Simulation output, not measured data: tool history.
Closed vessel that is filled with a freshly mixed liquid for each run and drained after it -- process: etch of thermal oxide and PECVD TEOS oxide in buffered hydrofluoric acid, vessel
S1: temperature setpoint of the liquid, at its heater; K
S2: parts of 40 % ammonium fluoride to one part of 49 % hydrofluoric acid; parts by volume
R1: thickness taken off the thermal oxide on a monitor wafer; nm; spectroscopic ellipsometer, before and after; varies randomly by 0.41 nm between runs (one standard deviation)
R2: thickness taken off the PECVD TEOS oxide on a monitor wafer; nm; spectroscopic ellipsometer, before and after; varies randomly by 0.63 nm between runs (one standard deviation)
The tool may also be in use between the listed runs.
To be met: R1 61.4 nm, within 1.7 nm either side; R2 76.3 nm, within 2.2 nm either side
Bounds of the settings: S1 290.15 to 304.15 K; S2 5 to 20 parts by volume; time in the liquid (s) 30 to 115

run 1 hour=0 | S1=296.15 S2=12 time_in_the_liquid_(s)=60 | R1=52.404 R2=66.691
run 2 hour=5.1 | S1=296.15 S2=12 time_in_the_liquid_(s)=75 | R1=66.263 R2=83.435
run 3 hour=11.3 | S1=295.65 S2=12 time_in_the_liquid_(s)=75 | R1=64.846 R2=81.508
run 4 hour=17.5 | S1=295.65 S2=14 time_in_the_liquid_(s)=75 | R1=55.109 R2=68.616
run 5 hour=25.8 | S1=299.15 S2=14 time_in_the_liquid_(s)=75 | R1=67.69 R2=84.783
run 6 hour=29.6 | S1=298.65 S2=14 time_in_the_liquid_(s)=75 | R1=65.479 R2=81.233
run 7 hour=31.8 | S1=298.65 S2=14 time_in_the_liquid_(s)=75 | R1=64.989 R2=82.351
run 8 hour=38 | S1=298.15 S2=14 time_in_the_liquid_(s)=75 | R1=63.499 R2=78.093

5 candidate next runs follow, results not yet known. Just one meets every target within its allowed miss. Identify it.
run A hour=44.2 | S1=299.15 S2=12 time_in_the_liquid_(s)=55 | R1=? R2=?
run B hour=44.2 | S1=297.65 S2=15.5 time_in_the_liquid_(s)=75 | R1=? R2=?
run C hour=44.2 | S1=298.65 S2=18.5 time_in_the_liquid_(s)=85 | R1=? R2=?
run D hour=44.2 | S1=298.15 S2=12.5 time_in_the_liquid_(s)=60 | R1=? R2=?
run E hour=44.2 | S1=300.15 S2=13 time_in_the_liquid_(s)=60 | R1=? R2=?

move=A R1=57.167 R2=70.992
move=B R1=55.927 R2=69.453
move=C R1=56.227 R2=69.825
move=D R1=56.772 R2=70.502
move=E R1=60.85 R2=75.567
A: pushes the last run's worst result past its target
B: pushes the last run's worst result past its target
C: pushes the last run's worst result past its target
D: pushes the last run's worst result past its target
E: all results in spec
E meets every target.

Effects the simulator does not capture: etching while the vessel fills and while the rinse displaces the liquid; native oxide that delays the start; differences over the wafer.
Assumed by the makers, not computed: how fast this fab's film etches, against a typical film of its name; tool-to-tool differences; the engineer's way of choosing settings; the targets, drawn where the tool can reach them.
